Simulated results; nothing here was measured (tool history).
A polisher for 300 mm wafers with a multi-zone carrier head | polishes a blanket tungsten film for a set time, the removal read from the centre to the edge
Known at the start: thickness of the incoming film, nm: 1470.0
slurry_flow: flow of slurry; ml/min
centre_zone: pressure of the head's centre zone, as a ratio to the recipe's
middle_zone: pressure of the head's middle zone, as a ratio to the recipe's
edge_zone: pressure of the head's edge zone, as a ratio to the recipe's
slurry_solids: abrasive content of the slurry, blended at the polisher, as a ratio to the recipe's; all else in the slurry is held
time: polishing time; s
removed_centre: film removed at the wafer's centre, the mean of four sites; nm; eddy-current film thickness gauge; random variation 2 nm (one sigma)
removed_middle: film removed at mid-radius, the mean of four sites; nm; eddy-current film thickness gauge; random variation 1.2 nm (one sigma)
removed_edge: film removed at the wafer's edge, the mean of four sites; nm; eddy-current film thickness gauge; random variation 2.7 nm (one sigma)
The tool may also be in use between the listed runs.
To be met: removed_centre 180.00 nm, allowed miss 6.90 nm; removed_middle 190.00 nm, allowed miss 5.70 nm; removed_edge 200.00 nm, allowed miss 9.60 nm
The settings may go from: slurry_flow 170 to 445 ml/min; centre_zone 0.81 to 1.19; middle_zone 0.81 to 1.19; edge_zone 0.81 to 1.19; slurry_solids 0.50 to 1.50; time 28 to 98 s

Run 1, hour 0.0: slurry_flow 285 ml/min, centre_zone 1.00, middle_zone 1.00, edge_zone 1.00, slurry_solids 1.00, time 63 s. Result: removed_centre 228.21 nm, removed_middle 234.29 nm, removed_edge 230.44 nm.
Run 2, hour 2.8: slurry_flow 285 ml/min, centre_zone 1.00, middle_zone 1.00, edge_zone 1.00, slurry_solids 1.10, time 63 s. Result: removed_centre 227.67 nm, removed_middle 236.65 nm, removed_edge 230.21 nm.
Run 3, hour 9.9: slurry_flow 285 ml/min, centre_zone 0.98, middle_zone 0.99, edge_zone 0.99, slurry_solids 1.05, time 63 s. Result: removed_centre 226.46 nm, removed_middle 233.29 nm, removed_edge 225.83 nm.
Run 4, hour 14.9: slurry_flow 285 ml/min, centre_zone 0.98, middle_zone 0.99, edge_zone 1.04, slurry_solids 1.05, time 63 s. Result: removed_centre 225.14 nm, removed_middle 232.50 nm, removed_edge 233.47 nm.
Run 5, hour 18.8: slurry_flow 285 ml/min, centre_zone 0.98, middle_zone 0.94, edge_zone 1.04, slurry_solids 1.05, time 63 s. Result: removed_centre 224.06 nm, removed_middle 225.63 nm, removed_edge 233.34 nm.
Run 6, hour 27.5: slurry_flow 320 ml/min, centre_zone 0.98, middle_zone 0.94, edge_zone 1.04, slurry_solids 1.05, time 63 s. Result: removed_centre 228.86 nm, removed_middle 226.37 nm, removed_edge 233.60 nm.
Run 7, hour 35.1: slurry_flow 315 ml/min, centre_zone 0.96, middle_zone 0.93, edge_zone 1.03, slurry_solids 1.00, time 63 s. Result: removed_centre 222.75 nm, removed_middle 220.56 nm, removed_edge 232.12 nm.
Run 8, hour 40.7: slurry_flow 310 ml/min, centre_zone 0.94, middle_zone 0.93, edge_zone 1.02, slurry_solids 0.95, time 63 s. Result: removed_centre 214.87 nm, removed_middle 218.61 nm, removed_edge 226.00 nm.
Run 9, hour 48.6: slurry_flow 310 ml/min, centre_zone 0.93, middle_zone 0.92, edge_zone 1.01, slurry_solids 0.90, time 63 s. Result: removed_centre 211.45 nm, removed_middle 213.02 nm, removed_edge 220.00 nm.
Run 10, hour 55.1: slurry_flow 305 ml/min, centre_zone 0.92, middle_zone 0.91, edge_zone 1.01, slurry_solids 0.90, time 63 s. Result: removed_centre 204.80 nm, removed_middle 210.56 nm, removed_edge 225.28 nm.
Run 11, hour 63.7: slurry_flow 305 ml/min, centre_zone 0.91, middle_zone 0.91, edge_zone 1.00, slurry_solids 0.85, time 63 s. Result: removed_centre 203.73 nm, removed_middle 207.27 nm, removed_edge 219.91 nm.
Run 12, hour 70.1: slurry_flow 305 ml/min, centre_zone 0.90, middle_zone 0.91, edge_zone 0.99, slurry_solids 0.85, time 63 s. Result: removed_centre 200.80 nm, removed_middle 211.12 nm, removed_edge 218.76 nm.
Run 13, hour 78.4: slurry_flow 305 ml/min, centre_zone 0.89, middle_zone 0.90, edge_zone 0.98, slurry_solids 0.85, time 63 s. Result: removed_centre 194.19 nm, removed_middle 208.70 nm, removed_edge 217.20 nm.
Run 14, hour 82.2: slurry_flow 305 ml/min, centre_zone 0.89, middle_zone 0.90, edge_zone 0.98, slurry_solids 0.85, time 63 s. Result: removed_centre 196.90 nm, removed_middle 207.98 nm, removed_edge 218.58 nm.
Run 15, hour 83.9: slurry_flow 305 ml/min, centre_zone 0.89, middle_zone 0.90, edge_zone 0.97, slurry_solids 0.85, time 63 s. Result: removed_centre 198.94 nm, removed_middle 207.05 nm, removed_edge 217.37 nm.
Run 16, hour 84.8: slurry_flow 305 ml/min, centre_zone 0.88, middle_zone 0.90, edge_zone 0.96, slurry_solids 0.85, time 63 s. Result: removed_centre 193.86 nm, removed_middle 206.90 nm, removed_edge 215.20 nm.
Run 17, hour 92.0: slurry_flow 305 ml/min, centre_zone 0.88, middle_zone 0.89, edge_zone 0.95, slurry_solids 0.85, time 63 s. Result: removed_centre 190.80 nm, removed_middle 206.44 nm, removed_edge 212.01 nm.
Run 18, hour 92.8: slurry_flow 300 ml/min, centre_zone 0.88, middle_zone 0.88, edge_zone 0.94, slurry_solids 0.85, time 63 s. Result: removed_centre 194.91 nm, removed_middle 202.38 nm, removed_edge 215.85 nm.
Run 19, hour 95.2: slurry_flow 300 ml/min, centre_zone 0.88, middle_zone 0.88, edge_zone 0.94, slurry_solids 0.80, time 63 s. Result: removed_centre 190.69 nm, removed_middle 202.08 nm, removed_edge 209.15 nm.
Run 20, hour 99.0: slurry_flow 295 ml/min, centre_zone 0.88, middle_zone 0.87, edge_zone 0.94, slurry_solids 0.80, time 63 s. Result: removed_centre 193.76 nm, removed_middle 199.27 nm, removed_edge 206.98 nm.

Which of these 5 next moves meets every target?
Run A, hour 102.8: slurry_flow 285 ml/min, centre_zone 0.88, middle_zone 0.88, edge_zone 0.93, slurry_solids 0.75, time 60 s. Result: removed_centre ?, removed_middle ?, removed_edge ?.
Run B, hour 102.8: slurry_flow 280 ml/min, centre_zone 1.05, middle_zone 0.89, edge_zone 0.88, slurry_solids 0.55, time 63 s. Result: removed_centre ?, removed_middle ?, removed_edge ?.
Run C, hour 102.8: slurry_flow 280 ml/min, centre_zone 0.91, middle_zone 0.94, edge_zone 0.84, slurry_solids 0.70, time 67 s. Result: removed_centre ?, removed_middle ?, removed_edge ?.
Run D, hour 102.8: slurry_flow 315 ml/min, centre_zone 0.81, middle_zone 0.84, edge_zone 0.98, slurry_solids 1.00, time 56 s. Result: removed_centre ?, removed_middle ?, removed_edge ?.
Run E, hour 102.8: slurry_flow 340 ml/min, centre_zone 0.81, middle_zone 0.92, edge_zone 1.01, slurry_solids 0.75, time 57 s. Result: removed_centre ?, removed_middle ?, removed_edge ?.

move  removed_centre  removed_middle  removed_edge
   A          178.65          187.64        198.25
   B          210.96          187.05        191.09
   C          203.28          217.99        208.09
   D          164.27          180.46        202.66
   E          158.99          188.04        198.24
A: meets every target
B: further off than the last run
C: further off than the last run
D: takes the result that was furthest off past its target
E: takes the result that was furthest off past its target
Move A is the one to make.

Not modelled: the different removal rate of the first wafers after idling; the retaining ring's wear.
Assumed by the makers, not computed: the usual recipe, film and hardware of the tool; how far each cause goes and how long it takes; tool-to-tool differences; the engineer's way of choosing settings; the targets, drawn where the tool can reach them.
